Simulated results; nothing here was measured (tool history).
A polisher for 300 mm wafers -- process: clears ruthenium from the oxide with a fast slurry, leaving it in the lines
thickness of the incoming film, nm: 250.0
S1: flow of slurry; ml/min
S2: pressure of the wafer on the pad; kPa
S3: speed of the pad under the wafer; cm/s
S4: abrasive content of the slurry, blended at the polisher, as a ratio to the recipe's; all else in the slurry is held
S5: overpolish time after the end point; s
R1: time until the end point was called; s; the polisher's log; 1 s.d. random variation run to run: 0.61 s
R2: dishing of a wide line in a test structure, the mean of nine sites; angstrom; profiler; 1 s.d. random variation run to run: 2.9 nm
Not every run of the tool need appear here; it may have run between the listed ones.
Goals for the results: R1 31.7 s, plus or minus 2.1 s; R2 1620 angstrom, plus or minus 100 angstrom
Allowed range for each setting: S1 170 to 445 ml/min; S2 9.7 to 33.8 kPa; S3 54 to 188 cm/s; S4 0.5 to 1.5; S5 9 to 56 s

run  hour   S1    S2   S3  S4  S5      R1      R2
  1     0  285  21.4  120   1  29  42.177  985.41
  2   8.3  225  21.4  120   1  29   44.06  990.12
  3  16.4  225  23.4  120   1  29  38.951  1027.1
  4  23.8  250  23.4  120   1  29  41.615  1091.7
  5  32.4  250  25.5  122   1  29  36.771  1112.6
  6  37.1  250  25.5   92   1  29  49.924  941.88
  7  45.2  250  26.9   98   1  31  42.293  1007.4
  8  52.6  250  26.9  102   1  35  43.194    1188
  9  61.5  250  28.3  104   1  36  39.463  1286.7
 10  69.7  250  29.6  104   1  37  38.515  1303.4
 11  74.2  250  30.3  106   1  38  36.262  1340.6
 12  77.4  250    31  108   1  39  36.142  1434.2
 13  79.7  250  31.7  110   1  39  33.812  1457.5
 14  81.4  250  31.7  110   1  39  33.946  1444.2

Next run, 5 choices. One meets every target within its allowed miss, the rest don't. Which?
  A  83.1  290  33.1  112     1  35   ?   ?
  B  83.1  225  33.8  126   1.2  37   ?   ?
  C  83.1  195  29.6  104     1  50   ?   ?
  D  83.1  365  26.9  142  0.85  46   ?   ?
  E  83.1  235  33.1  120   1.2  29   ?   ?

move      R1      R2
   A  31.844  1417.9
   B  26.532  1627.8
   C  39.541  1541.6
   D  31.972  1655.1
   E  28.154  1361.1
A: misses by more than the last run did
B: corrects the largest miss of the last run, while another result sits out of spec
C: corrects the largest miss of the last run, while another result sits out of spec
D: all results land within tolerance of their targets
E: misses by more than the last run did
Move D is the one to make.

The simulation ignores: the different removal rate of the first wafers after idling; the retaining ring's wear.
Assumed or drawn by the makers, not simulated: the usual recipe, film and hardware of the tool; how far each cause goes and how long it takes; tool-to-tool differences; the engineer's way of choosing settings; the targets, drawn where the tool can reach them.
